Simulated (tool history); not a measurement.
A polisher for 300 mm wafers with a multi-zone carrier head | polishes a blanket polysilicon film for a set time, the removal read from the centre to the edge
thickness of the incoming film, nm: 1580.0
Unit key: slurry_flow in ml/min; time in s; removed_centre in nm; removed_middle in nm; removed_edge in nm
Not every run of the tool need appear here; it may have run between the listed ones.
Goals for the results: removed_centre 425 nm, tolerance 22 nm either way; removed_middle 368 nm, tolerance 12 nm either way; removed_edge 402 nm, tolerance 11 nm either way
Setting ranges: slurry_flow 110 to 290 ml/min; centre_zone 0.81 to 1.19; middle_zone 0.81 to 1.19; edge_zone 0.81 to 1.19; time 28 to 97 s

run	hour	slurry_flow	centre_zone	middle_zone	edge_zone	time	removed_centre	removed_middle	removed_edge
1	0	185	1	1	1	62	649.78	653.6	662.53
2	3.7	185	1	1	1	68	701.1	718.66	725.81
3	10.6	185	1	1	1	61	634.84	635.13	656.1
4	18.6	230	1	1	1	61	665.58	678.82	669.14
5	24.6	230	1	1	0.92	61	660.2	663.57	647.49
6	25.8	230	0.95	1	0.92	61	608.41	678.41	641.91
7	30.8	225	0.96	0.98	0.91	57	567.23	597.58	595.08
8	37.1	225	0.97	0.97	0.9	53	532.38	553.82	551.79
9	37.6	220	0.98	0.96	0.89	51	525.47	525.37	530.45
10	41.7	215	0.99	0.95	0.88	49	514.58	499.01	499
11	47	205	0.99	0.93	0.87	48	514.27	491.46	483.5
12	54.8	200	0.99	0.91	0.88	46	487.93	464.49	470.67
13	59.3	195	0.99	0.89	0.89	45	460.55	436.63	464
14	60.8	190	0.99	0.88	0.88	44	443.81	414.43	442.69
15	66.6	140	1.03	0.84	0.82	44	436.32	376.22	411.74

4 next moves are on the table. One of them brings every result within its allowed miss. Which?
A	72.4	135	1.04	0.85	0.84	43	?	?	?
B	72.4	125	1.09	0.81	0.92	44	?	?	?
C	72.4	130	1.15	0.81	0.83	44	?	?	?
D	72.4	140	1.08	0.9	0.81	43	?	?	?

move	removed_centre	removed_middle	removed_edge
A	431.51	373.54	406.91
B	452.4	360.08	428.13
C	483.17	363.76	411.62
D	452.88	394.98	402.7
A: hits every target within its allowed miss
B: misses by more than the last run did
C: brings the last run's worst result on target, with another outside its allowed miss
D: brings the last run's worst result on target, with another outside its allowed miss
A meets every target.
